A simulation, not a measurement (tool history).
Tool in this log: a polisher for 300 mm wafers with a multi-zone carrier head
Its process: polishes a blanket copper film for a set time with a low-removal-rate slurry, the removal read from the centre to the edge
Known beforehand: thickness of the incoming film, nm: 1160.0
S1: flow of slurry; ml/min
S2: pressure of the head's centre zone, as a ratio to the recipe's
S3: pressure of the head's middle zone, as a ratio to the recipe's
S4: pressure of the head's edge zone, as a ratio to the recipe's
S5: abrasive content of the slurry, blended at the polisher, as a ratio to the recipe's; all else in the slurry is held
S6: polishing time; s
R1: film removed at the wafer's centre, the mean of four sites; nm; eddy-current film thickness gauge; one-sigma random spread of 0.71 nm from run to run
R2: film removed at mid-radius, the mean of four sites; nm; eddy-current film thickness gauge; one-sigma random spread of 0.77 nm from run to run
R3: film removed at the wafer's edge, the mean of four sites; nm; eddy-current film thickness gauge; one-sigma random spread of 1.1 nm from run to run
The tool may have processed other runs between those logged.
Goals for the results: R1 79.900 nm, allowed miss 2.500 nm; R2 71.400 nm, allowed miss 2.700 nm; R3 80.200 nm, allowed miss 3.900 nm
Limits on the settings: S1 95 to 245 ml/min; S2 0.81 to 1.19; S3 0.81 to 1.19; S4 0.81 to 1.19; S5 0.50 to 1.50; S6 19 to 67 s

run,hour,S1,S2,S3,S4,S5,S6,R1,R2,R3
1,0.0,155,1.00,1.00,1.00,1.00,43,108.630,112.940,104.660
2,3.3,145,1.00,0.94,1.00,0.85,41,97.142,96.090,96.183
3,10.1,145,1.00,0.94,1.07,0.85,41,98.276,93.868,96.873
4,16.9,145,0.96,0.94,1.07,0.85,41,94.476,95.984,98.493
5,23.8,145,0.96,0.89,1.07,0.85,41,93.779,92.761,98.220
6,27.3,160,0.96,0.89,1.07,0.85,41,94.945,93.587,100.340
7,35.4,145,0.97,0.88,1.06,0.75,40,88.636,86.019,92.290
8,40.5,135,0.98,0.86,1.05,0.70,40,88.320,80.409,87.955
# hour 46.0: edge zone pressure recalibrated
9,46.0,125,0.97,0.85,1.04,0.65,40,82.678,76.878,89.565
10,52.8,125,0.97,0.85,1.04,0.65,40,82.908,78.284,90.032

Of the 4 settings listed for the next run, only one would bring every result within its allowed miss of target. Which one?
A,59.6,170,0.94,0.83,0.98,0.55,41,?,?,?
B,59.6,200,1.09,0.85,1.01,0.70,34,?,?,?
C,59.6,105,1.04,0.89,1.04,0.50,40,?,?,?
D,59.6,160,1.17,0.92,0.98,0.70,30,?,?,?

move,R1,R2,R3
A,82.532,77.198,88.771
B,86.389,71.897,81.882
C,79.336,72.336,82.297
D,78.914,65.917,69.756
A: closes in on the targets versus the last run, not all within tolerance yet
B: corrects the largest miss of the last run, while another result sits out of spec
C: every result lands within tolerance
D: takes the result that was furthest off past its target
Correct choice: C, which meets every target
